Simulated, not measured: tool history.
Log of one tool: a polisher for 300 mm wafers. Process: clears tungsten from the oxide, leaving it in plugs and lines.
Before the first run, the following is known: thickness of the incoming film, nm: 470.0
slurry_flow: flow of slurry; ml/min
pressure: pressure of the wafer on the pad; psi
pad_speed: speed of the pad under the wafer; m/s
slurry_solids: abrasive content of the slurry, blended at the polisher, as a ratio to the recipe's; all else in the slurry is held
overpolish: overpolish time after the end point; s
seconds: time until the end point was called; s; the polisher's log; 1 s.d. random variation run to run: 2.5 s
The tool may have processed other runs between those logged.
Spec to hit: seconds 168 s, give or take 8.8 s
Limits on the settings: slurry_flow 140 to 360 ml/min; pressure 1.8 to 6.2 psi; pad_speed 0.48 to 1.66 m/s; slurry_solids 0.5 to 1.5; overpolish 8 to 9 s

run  hour  slurry_flow  pressure  pad_speed  slurry_solids  overpolish  seconds
  1     0          230         4       1.06              1           9   118.95
  2   5.4          230       3.7       1.06              1           9   126.34
  3   9.2          185       3.7       1.06              1           9   126.97
  4  13.4          185       4.5       1.06              1           9   106.03
  5  20.9          185       4.5       0.88              1           9   121.05
  6  28.1          185       4.2       0.88              1           9   129.75
  7    29          185         4       0.88              1           9   137.11
  8  37.9          185       3.8       0.88              1           9   143.91
     42.4  -- worn pad replaced by a new one
  9  42.4          185       3.7       0.88              1           9   138.02

Next run, 4 choices. One meets every target within its allowed miss, the rest don't. Which?
  A  46.9          150       3.5       0.74           0.95           9        ?
  B  46.9          165       3.8       1.08           0.95           8        ?
  C  46.9          190       3.9       1.04              1           8        ?
  D  46.9          145       3.1        1.4           1.25           9        ?

move  seconds
   A   166.17
   B   117.35
   C   115.17
   D   112.06
A: hits every target within its allowed miss
B: moves away from the targets compared with the last run
C: moves away from the targets compared with the last run
D: moves away from the targets compared with the last run
A is the move that brings every result within its allowed miss.
